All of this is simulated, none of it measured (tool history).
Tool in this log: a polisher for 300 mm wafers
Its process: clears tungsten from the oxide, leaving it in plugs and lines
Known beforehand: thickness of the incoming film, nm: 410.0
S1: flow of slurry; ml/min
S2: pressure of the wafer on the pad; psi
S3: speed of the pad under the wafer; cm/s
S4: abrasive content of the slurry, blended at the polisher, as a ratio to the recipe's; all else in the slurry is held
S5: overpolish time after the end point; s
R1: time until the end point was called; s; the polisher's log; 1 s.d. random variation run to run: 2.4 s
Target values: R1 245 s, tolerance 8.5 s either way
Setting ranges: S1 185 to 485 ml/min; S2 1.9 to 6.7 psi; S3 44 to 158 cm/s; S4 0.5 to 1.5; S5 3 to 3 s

run,hour,S1,S2,S3,S4,S5,R1
1,0,310,4.3,100,1,3,95.843
2,3.7,310,3.9,94,1,3,112.36
3,6.6,310,3.9,94,1,3,112.66
4,10.7,310,3.6,90,1,3,123.11
5,18.4,310,3.3,84,1,3,145.04
6,26.5,310,3.1,82,1,3,157.66
7,35.4,310,3.1,82,1,3,157.23
8,43.8,310,2.9,80,1,3,172.44
9,48.3,310,2.7,80,1,3,185.04
10,51.8,310,2.6,80,1,3,192.72
11,59.7,310,2.5,80,1,3,203.4
12,60.5,310,2.4,80,1,3,207.64
13,68.2,310,2.3,80,1,3,214.58
14,73.9,310,2.2,80,1,3,226.9

Next run, 4 choices. One meets every target within its allowed miss, the rest don't. Which?
A,79.6,300,2.7,66,0.95,3,?
B,79.6,315,2,76,1,3,?
C,79.6,310,1.9,76,1,3,?
D,79.6,275,3.6,48,0.85,3,?

move,R1
A,226.48
B,257.49
C,270.57
D,242.75
A: no better and no worse than the last run
B: takes the biggest miss from the last run beyond its target
C: takes the biggest miss from the last run beyond its target
D: hits every target within its allowed miss
So the answer is move D, the one that meets all the targets.

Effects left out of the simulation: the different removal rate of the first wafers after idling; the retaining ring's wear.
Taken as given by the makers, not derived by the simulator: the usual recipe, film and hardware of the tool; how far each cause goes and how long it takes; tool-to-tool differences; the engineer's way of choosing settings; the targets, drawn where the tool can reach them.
